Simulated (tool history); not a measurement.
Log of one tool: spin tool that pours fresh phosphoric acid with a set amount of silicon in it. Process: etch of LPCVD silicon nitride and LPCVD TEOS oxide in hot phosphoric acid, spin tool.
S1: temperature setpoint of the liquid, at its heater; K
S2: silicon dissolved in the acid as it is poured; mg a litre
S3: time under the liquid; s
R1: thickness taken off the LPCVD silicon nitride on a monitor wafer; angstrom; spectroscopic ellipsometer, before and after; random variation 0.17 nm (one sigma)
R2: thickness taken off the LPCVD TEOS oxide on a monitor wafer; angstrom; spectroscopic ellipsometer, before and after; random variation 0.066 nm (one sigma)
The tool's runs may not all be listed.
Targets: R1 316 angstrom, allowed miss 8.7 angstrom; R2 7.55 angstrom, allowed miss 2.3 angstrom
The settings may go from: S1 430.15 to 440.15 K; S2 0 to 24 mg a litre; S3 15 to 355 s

| run | hour | S1 | S2 | S3 | R1 | R2 |
|---|---|---|---|---|---|---|
| 1 | 0 | 435.15 | 10.5 | 180 | 179.92 | 3.8558 |
| 2 | 6.3 | 435.15 | 8.5 | 180 | 180.51 | 3.3105 |
| 3 | 7.2 | 436.15 | 9 | 200 | 206.56 | 4.4008 |
| 4 | 14.8 | 436.15 | 6 | 200 | 207.42 | 4.1034 |
| 5 | 17.6 | 436.65 | 6.5 | 215 | 226.5 | 5.0493 |
| 6 | 26.7 | 436.65 | 1.5 | 215 | 227.16 | 5.0348 |
| 7 | 32 | 437.15 | 1.5 | 225 | 239.18 | 6.0796 |
| 8 | 33 | 437.15 | 2 | 235 | 250.52 | 7.0129 |
| 9 | 41.2 | 436.15 | 3 | 250 | 258.7 | 5.8671 |
| 10 | 47.3 | 436.15 | 4 | 260 | 268.79 | 5.7495 |
| 11 | 53.9 | 436.65 | 4.5 | 265 | 278.24 | 7.2386 |
| 12 | 56.1 | 436.65 | 4.5 | 265 | 281.48 | 5.7358 |
| 13 | 57.7 | 437.15 | 4.5 | 265 | 284.08 | 7.803 |
| 14 | 66.6 | 437.15 | 4.5 | 265 | 283.82 | 5.9958 |
| 15 | 73.8 | 437.65 | 3.5 | 265 | 291.36 | 7.647 |

4 next moves are on the table. One of them brings every result within its allowed miss. Which?
| A | 81 | 436.15 | 5 | 325 | ? | ? |
| B | 81 | 430.15 | 16 | 355 | ? | ? |
| C | 81 | 438.15 | 0 | 265 | ? | ? |
| D | 81 | 436.15 | 3 | 305 | ? | ? |

| move | R1 | R2 |
|---|---|---|
| A | 335.29 | 7.0565 |
| B | 299.39 | 3.8543 |
| C | 292.03 | 7.3204 |
| D | 314.66 | 6.8872 |
A: takes the result that was furthest off past its target
B: nearer than the last run, and not there yet
C: as far off as the last run
D: meets every target
Answer: D

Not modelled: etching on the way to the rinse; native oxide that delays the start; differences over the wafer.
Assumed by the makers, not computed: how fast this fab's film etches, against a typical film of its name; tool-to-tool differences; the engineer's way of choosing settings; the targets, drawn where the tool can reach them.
